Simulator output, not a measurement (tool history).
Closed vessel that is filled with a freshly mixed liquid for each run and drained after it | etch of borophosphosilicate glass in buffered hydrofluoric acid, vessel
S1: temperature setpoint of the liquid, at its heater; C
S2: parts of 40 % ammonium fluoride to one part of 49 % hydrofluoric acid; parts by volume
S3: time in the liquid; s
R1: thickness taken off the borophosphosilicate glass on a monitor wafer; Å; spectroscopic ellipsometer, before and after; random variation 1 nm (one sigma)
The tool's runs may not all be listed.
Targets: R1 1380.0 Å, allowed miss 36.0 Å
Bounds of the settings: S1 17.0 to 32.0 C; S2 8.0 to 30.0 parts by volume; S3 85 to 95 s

{"run": 1, "hour": 0.0, "S1": 25.0, "S2": 21.5, "S3": 85, "R1": 996.5}
{"run": 2, "hour": 4.4, "S1": 26.5, "S2": 21.5, "S3": 85, "R1": 1087.2}
{"run": 3, "hour": 8.9, "S1": 27.5, "S2": 21.5, "S3": 85, "R1": 1149.5}
{"run": 4, "hour": 16.5, "S1": 28.0, "S2": 21.5, "S3": 85, "R1": 1169.1}
{"run": 5, "hour": 20.3, "S1": 28.0, "S2": 21.5, "S3": 85, "R1": 1175.0}
{"run": 6, "hour": 29.3, "S1": 28.5, "S2": 21.5, "S3": 85, "R1": 1218.6}
{"run": 7, "hour": 30.6, "S1": 29.0, "S2": 21.5, "S3": 85, "R1": 1237.1}
{"run": 8, "hour": 39.4, "S1": 29.5, "S2": 21.5, "S3": 85, "R1": 1265.6}
{"run": 9, "hour": 44.3, "S1": 30.0, "S2": 21.5, "S3": 85, "R1": 1310.1}

5 next moves are on the table. One of them brings every result within its allowed miss. Which?
{"run": "A", "hour": 49.2, "S1": 32.0, "S2": 24.5, "S3": 95, "R1": "?"}
{"run": "B", "hour": 49.2, "S1": 32.0, "S2": 27.5, "S3": 95, "R1": "?"}
{"run": "C", "hour": 49.2, "S1": 29.0, "S2": 21.0, "S3": 85, "R1": "?"}
{"run": "D", "hour": 49.2, "S1": 28.0, "S2": 19.0, "S3": 85, "R1": "?"}
{"run": "E", "hour": 49.2, "S1": 29.5, "S2": 20.0, "S3": 95, "R1": "?"}

move=A R1=1478.9
move=B R1=1367.0
move=C R1=1256.9
move=D R1=1296.9
move=E R1=1491.4
A: takes the result that was furthest off past its target
B: meets every target
C: further off than the last run
D: further off than the last run
E: takes the result that was furthest off past its target
Answer: B
